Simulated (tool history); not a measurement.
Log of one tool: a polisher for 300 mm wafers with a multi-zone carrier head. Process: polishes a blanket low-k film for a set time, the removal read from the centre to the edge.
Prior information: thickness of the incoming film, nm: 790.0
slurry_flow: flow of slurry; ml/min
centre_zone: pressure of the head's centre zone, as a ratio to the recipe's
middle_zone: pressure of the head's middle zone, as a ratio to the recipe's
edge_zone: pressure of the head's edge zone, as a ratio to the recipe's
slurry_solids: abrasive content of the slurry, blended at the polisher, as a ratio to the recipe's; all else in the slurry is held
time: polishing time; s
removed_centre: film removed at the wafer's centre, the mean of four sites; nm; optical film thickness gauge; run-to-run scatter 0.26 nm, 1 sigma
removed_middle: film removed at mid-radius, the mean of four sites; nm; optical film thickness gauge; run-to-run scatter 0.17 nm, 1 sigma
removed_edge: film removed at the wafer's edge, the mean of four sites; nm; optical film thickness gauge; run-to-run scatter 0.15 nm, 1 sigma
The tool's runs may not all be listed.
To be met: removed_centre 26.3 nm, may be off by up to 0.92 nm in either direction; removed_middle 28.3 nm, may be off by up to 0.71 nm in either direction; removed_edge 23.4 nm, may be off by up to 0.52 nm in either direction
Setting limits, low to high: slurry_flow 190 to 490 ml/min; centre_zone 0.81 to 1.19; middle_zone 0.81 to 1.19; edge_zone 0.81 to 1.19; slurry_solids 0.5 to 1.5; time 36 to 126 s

run 1 hour=0 | slurry_flow=315 centre_zone=1 middle_zone=1 edge_zone=1 slurry_solids=1 time=81 | removed_centre=41.876 removed_middle=41.937 removed_edge=41.712
run 2 hour=6.6 | slurry_flow=320 centre_zone=1.01 middle_zone=1.03 edge_zone=0.96 slurry_solids=0.85 time=75 | removed_centre=38.004 removed_middle=37.497 removed_edge=35.22
run 3 hour=9.5 | slurry_flow=320 centre_zone=0.99 middle_zone=1.04 edge_zone=0.93 slurry_solids=0.75 time=71 | removed_centre=32.483 removed_middle=33.846 removed_edge=31.89
run 4 hour=16.9 | slurry_flow=320 centre_zone=0.99 middle_zone=1.04 edge_zone=1 slurry_solids=0.75 time=71 | removed_centre=32.824 removed_middle=33.527 removed_edge=32.517
run 5 hour=22.5 | slurry_flow=325 centre_zone=1 middle_zone=1.07 edge_zone=0.96 slurry_solids=0.7 time=68 | removed_centre=30.899 removed_middle=32.184 removed_edge=29.774
run 6 hour=27.3 | slurry_flow=325 centre_zone=1 middle_zone=1.07 edge_zone=0.96 slurry_solids=0.7 time=78 | removed_centre=35.097 removed_middle=37.137 removed_edge=34.188
run 7 hour=34.9 | slurry_flow=330 centre_zone=1.01 middle_zone=1.09 edge_zone=0.93 slurry_solids=0.65 time=73 | removed_centre=32.632 removed_middle=34.404 removed_edge=30.666
run 8 hour=41.9 | slurry_flow=330 centre_zone=1.01 middle_zone=1.09 edge_zone=0.93 slurry_solids=0.65 time=73 | removed_centre=32.626 removed_middle=34.207 removed_edge=30.96
run 9 hour=50.4 | slurry_flow=330 centre_zone=1.02 middle_zone=1.11 edge_zone=0.9 slurry_solids=0.6 time=69 | removed_centre=29.94 removed_middle=31.741 removed_edge=27.6
run 10 hour=58.7 | slurry_flow=315 centre_zone=1.02 middle_zone=1.11 edge_zone=0.88 slurry_solids=0.55 time=68 | removed_centre=28.135 removed_middle=30.467 removed_edge=26.156
run 11 hour=61 | slurry_flow=315 centre_zone=1.02 middle_zone=1.11 edge_zone=0.88 slurry_solids=0.55 time=68 | removed_centre=28.917 removed_middle=30.219 removed_edge=26.314
run 12 hour=62.3 | slurry_flow=285 centre_zone=1.01 middle_zone=1.13 edge_zone=0.81 slurry_solids=0.5 time=63 | removed_centre=25.415 removed_middle=27.176 removed_edge=22.746
run 13 hour=68.8 | slurry_flow=300 centre_zone=1.01 middle_zone=1.13 edge_zone=0.82 slurry_solids=0.5 time=63 | removed_centre=24.802 removed_middle=27.419 removed_edge=22.803
run 14 hour=70.9 | slurry_flow=310 centre_zone=1.02 middle_zone=1.13 edge_zone=0.83 slurry_solids=0.5 time=63 | removed_centre=25.18 removed_middle=27.461 removed_edge=23.041
run 15 hour=76.1 | slurry_flow=310 centre_zone=1.03 middle_zone=1.14 edge_zone=0.84 slurry_solids=0.5 time=63 | removed_centre=25.699 removed_middle=27.284 removed_edge=23.156

5 candidate next runs follow, results not yet known. Just one meets every target within its allowed miss. Identify it.
run A hour=81.3 | slurry_flow=280 centre_zone=1.02 middle_zone=1.19 edge_zone=0.81 slurry_solids=0.55 time=60 | removed_centre=? removed_middle=? removed_edge=?
run B hour=81.3 | slurry_flow=245 centre_zone=1.01 middle_zone=1.12 edge_zone=0.9 slurry_solids=0.55 time=61 | removed_centre=? removed_middle=? removed_edge=?
run C hour=81.3 | slurry_flow=325 centre_zone=1.02 middle_zone=1.08 edge_zone=0.84 slurry_solids=0.5 time=64 | removed_centre=? removed_middle=? removed_edge=?
run D hour=81.3 | slurry_flow=295 centre_zone=1.06 middle_zone=1.13 edge_zone=0.86 slurry_solids=0.5 time=62 | removed_centre=? removed_middle=? removed_edge=?
run E hour=81.3 | slurry_flow=305 centre_zone=1.05 middle_zone=1.18 edge_zone=0.87 slurry_solids=0.5 time=63 | removed_centre=? removed_middle=? removed_edge=?

move=A removed_centre=24.945 removed_middle=28.444 removed_edge=22.258
move=B removed_centre=24.825 removed_middle=27.173 removed_edge=23.187
move=C removed_centre=25.861 removed_middle=27.12 removed_edge=23.288
move=D removed_centre=25.861 removed_middle=27.122 removed_edge=22.585
move=E removed_centre=26.104 removed_middle=28.677 removed_edge=23.053
A: corrects the largest miss of the last run, while another result sits out of spec
B: moves away from the targets compared with the last run
C: moves away from the targets compared with the last run
D: moves away from the targets compared with the last run
E: each result inside its tolerance
Move E is the one to make.
